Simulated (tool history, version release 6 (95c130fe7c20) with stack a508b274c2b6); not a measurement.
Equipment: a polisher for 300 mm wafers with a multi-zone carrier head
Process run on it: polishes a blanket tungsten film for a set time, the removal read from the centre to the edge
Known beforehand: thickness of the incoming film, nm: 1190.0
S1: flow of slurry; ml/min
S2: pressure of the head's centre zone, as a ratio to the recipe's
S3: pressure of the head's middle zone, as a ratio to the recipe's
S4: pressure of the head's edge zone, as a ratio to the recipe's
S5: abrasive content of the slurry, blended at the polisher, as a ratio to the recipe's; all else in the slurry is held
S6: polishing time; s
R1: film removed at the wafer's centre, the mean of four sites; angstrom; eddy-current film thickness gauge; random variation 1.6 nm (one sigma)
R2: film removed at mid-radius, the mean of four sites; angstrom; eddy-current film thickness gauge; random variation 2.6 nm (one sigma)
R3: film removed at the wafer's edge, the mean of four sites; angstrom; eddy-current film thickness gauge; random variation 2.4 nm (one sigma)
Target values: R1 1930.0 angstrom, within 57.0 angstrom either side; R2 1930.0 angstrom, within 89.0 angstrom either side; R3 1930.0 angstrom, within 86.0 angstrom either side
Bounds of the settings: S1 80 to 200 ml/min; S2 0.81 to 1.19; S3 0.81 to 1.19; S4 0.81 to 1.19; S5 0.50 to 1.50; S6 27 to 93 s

{"run": 1, "hour": 0.0, "S1": 130, "S2": 1.0, "S3": 1.0, "S4": 1.0, "S5": 1.0, "S6": 59, "R1": 3850.8, "R2": 3921.8, "R3": 3855.5}
{"run": 2, "hour": 6.4, "S1": 130, "S2": 1.0, "S3": 1.0, "S4": 1.0, "S5": 0.8, "S6": 59, "R1": 3692.9, "R2": 3637.7, "R3": 3657.2}
{"run": 3, "hour": 9.7, "S1": 150, "S2": 1.0, "S3": 1.0, "S4": 1.0, "S5": 0.8, "S6": 59, "R1": 3772.6, "R2": 3757.4, "R3": 3766.9}
{"run": 4, "hour": 18.6, "S1": 170, "S2": 1.0, "S3": 1.0, "S4": 1.0, "S5": 0.8, "S6": 59, "R1": 3845.3, "R2": 3788.0, "R3": 3688.1}
{"run": 5, "hour": 22.6, "S1": 175, "S2": 0.99, "S3": 0.99, "S4": 0.99, "S5": 0.75, "S6": 55, "R1": 3550.1, "R2": 3516.1, "R3": 3482.9}
{"run": 6, "hour": 29.1, "S1": 170, "S2": 0.99, "S3": 0.99, "S4": 0.97, "S5": 0.7, "S6": 51, "R1": 3203.3, "R2": 3209.7, "R3": 3156.1}
{"run": 7, "hour": 37.8, "S1": 170, "S2": 0.99, "S3": 0.98, "S4": 0.96, "S5": 0.65, "S6": 48, "R1": 2935.6, "R2": 2888.3, "R3": 2984.5}
{"run": 8, "hour": 42.9, "S1": 170, "S2": 0.99, "S3": 0.99, "S4": 0.94, "S5": 0.65, "S6": 45, "R1": 2808.2, "R2": 2764.5, "R3": 2657.5}
{"run": 9, "hour": 51.1, "S1": 165, "S2": 0.98, "S3": 0.98, "S4": 0.92, "S5": 0.65, "S6": 44, "R1": 2687.0, "R2": 2665.6, "R3": 2583.4}

Below are 4 possible settings for the next run. Only one of them brings all results inside the allowed miss of their targets. Which is it?
{"run": "A", "hour": 59.3, "S1": 155, "S2": 1.18, "S3": 0.92, "S4": 0.83, "S5": 0.65, "S6": 33, "R1": "?", "R2": "?", "R3": "?"}
{"run": "B", "hour": 59.3, "S1": 120, "S2": 0.84, "S3": 1.01, "S4": 0.86, "S5": 0.65, "S6": 37, "R1": "?", "R2": "?", "R3": "?"}
{"run": "C", "hour": 59.3, "S1": 140, "S2": 1.02, "S3": 1.01, "S4": 0.86, "S5": 0.8, "S6": 36, "R1": "?", "R2": "?", "R3": "?"}
{"run": "D", "hour": 59.3, "S1": 150, "S2": 0.94, "S3": 0.94, "S4": 0.89, "S5": 0.7, "S6": 33, "R1": "?", "R2": "?", "R3": "?"}

move=A R1=2334.6 R2=1846.7 R3=1896.6
move=B R1=1856.4 R2=2108.5 R3=2061.9
move=C R1=2315.5 R2=2235.5 R3=2164.0
move=D R1=1954.9 R2=1901.3 R3=1966.6
A: closes in on the targets versus the last run, not all within tolerance yet
B: the result that was furthest off in the last run now lies on the other side of its target
C: closes in on the targets versus the last run, not all within tolerance yet
D: all results in spec
D is the move that brings every result within its allowed miss.
